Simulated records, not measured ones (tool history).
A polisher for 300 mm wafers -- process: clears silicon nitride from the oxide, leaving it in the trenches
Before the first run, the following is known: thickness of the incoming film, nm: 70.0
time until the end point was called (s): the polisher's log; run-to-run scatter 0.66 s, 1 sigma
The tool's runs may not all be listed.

| run | day | flow of slurry (ml/min) | pressure of the wafer on the pad (kPa) | speed of the pad under the wafer (m/s) | overpolish time after the end point (s) | time until the end point was called (s) |
|---|---|---|---|---|---|---|
| 1 | 0.000 | 160 | 21.4 | 1.00 | 37 | 62.004 |
| 2 | 0.296 | 160 | 23.4 | 1.02 | 37 | 52.773 |
| 3 | 0.483 | 160 | 24.8 | 1.02 | 37 | 51.811 |
| 4 | 0.562 | 160 | 24.8 | 1.12 | 37 | 47.235 |
| 5 | 0.650 | 160 | 24.8 | 1.26 | 37 | 42.703 |
| 6 | 1.021 | 160 | 25.5 | 1.26 | 37 | 43.392 |

What does the tool deliver on the next run?
| 7 | 1.162 | 160 | 26.9 | 1.28 | 37 | ? |

Run 7 gave time until the end point was called (s) 39.021.
